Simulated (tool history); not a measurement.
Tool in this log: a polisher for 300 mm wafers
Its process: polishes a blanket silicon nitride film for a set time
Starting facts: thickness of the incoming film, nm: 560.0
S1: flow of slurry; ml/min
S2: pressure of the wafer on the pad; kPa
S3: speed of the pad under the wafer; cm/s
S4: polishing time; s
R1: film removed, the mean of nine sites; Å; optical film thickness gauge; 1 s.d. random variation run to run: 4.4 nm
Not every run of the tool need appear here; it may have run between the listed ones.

run  hour   S1    S2   S3  S4      R1
  1     0  285  33.1  122  86    2631
  2   4.3  285  24.8  122  86  2160.9
  3   8.5  285    31  124  86  2525.1
  4     9  285  35.9  126  86  2793.7
  5  13.6  285    40  128  86  3027.9
  6  22.4  285    40  102  86  2635.1
  7    28  285  49.6  114  86  3331.8
  8    30  285  50.3  120  86  3483.5
  9  38.3  285    51  124  86  3638.4
 10  41.9  285    51  126  86  3561.6

What will run 11 give?
 11  44.3  285  51  130  86   ?

R1: 3676.7 Å
